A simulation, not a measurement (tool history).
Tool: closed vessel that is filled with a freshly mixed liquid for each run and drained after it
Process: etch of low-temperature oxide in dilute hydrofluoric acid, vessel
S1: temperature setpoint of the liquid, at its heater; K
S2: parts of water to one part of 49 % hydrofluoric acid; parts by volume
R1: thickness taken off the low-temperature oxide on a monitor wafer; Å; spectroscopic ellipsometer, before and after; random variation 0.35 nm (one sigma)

{"run": 1, "day": 0.0, "S1": 298.15, "S2": 100, "time in the liquid (s)": 100, "R1": 168.52}
{"run": 2, "day": 0.238, "S1": 301.65, "S2": 100, "time in the liquid (s)": 100, "R1": 195.27}
{"run": 3, "day": 0.504, "S1": 301.65, "S2": 100, "time in the liquid (s)": 110, "R1": 215.61}
{"run": 4, "day": 0.867, "S1": 302.15, "S2": 90, "time in the liquid (s)": 110, "R1": 245.33}
{"run": 5, "day": 1.092, "S1": 304.65, "S2": 90, "time in the liquid (s)": 110, "R1": 270.52}
{"run": 6, "day": 1.412, "S1": 304.65, "S2": 85, "time in the liquid (s)": 110, "R1": 287.56}

Run 7 comes next. What will it give?
{"run": 7, "day": 1.721, "S1": 304.65, "S2": 85, "time in the liquid (s)": 110, "R1": "?"}

{"run 7": {"R1": 292.2}}
